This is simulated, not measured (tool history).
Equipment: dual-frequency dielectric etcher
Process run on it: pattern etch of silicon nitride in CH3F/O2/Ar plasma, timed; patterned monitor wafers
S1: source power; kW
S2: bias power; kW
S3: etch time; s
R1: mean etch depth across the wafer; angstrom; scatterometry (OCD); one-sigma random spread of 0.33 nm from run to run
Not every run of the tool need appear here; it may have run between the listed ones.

{"run": 1, "hour": 0.0, "S1": 0.42, "S2": 0.081, "S3": 62, "R1": 482.15}
{"run": 2, "hour": 2.4, "S1": 0.42, "S2": 0.081, "S3": 62, "R1": 482.46}
{"run": 3, "hour": 10.7, "S1": 0.42, "S2": 0.09, "S3": 62, "R1": 498.54}
{"run": 4, "hour": 14.6, "S1": 0.42, "S2": 0.079, "S3": 62, "R1": 474.75}
{"run": 5, "hour": 20.2, "S1": 0.42, "S2": 0.093, "S3": 62, "R1": 506.44}
{"run": 6, "hour": 22.5, "S1": 0.43, "S2": 0.094, "S3": 62, "R1": 508.52}

Estimate the outcome of run 7 from the log above:
{"run": 7, "hour": 27.0, "S1": 0.44, "S2": 0.095, "S3": 62, "R1": "?"}

Run 7 yielded R1 523.4 angstrom.

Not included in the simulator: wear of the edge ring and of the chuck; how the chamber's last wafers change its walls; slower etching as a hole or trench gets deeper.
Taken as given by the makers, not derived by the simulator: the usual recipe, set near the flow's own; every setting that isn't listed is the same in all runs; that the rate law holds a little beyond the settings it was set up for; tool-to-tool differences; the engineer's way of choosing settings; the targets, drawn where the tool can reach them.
